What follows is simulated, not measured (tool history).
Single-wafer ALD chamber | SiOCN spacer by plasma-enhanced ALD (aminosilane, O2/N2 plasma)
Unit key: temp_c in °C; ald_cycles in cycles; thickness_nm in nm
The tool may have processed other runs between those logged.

run  hour  temp_c  ald_cycles  thickness_nm
  1   0.0     400          81        5.1595
  2   3.5     405          74        4.6853
  3   8.1     413          74        4.5579
  4  15.0     404          74        4.6913
  5  20.6     413          74        4.5456
  6  21.4     415          70        4.3228
     25.3  -- thermocouple changed; heater temperature recalibrated
  7  25.3     416          67        4.0832

Run 8 comes next. What will it give?
  8  28.8     417          65             ?

thickness_nm: 3.9141 nm
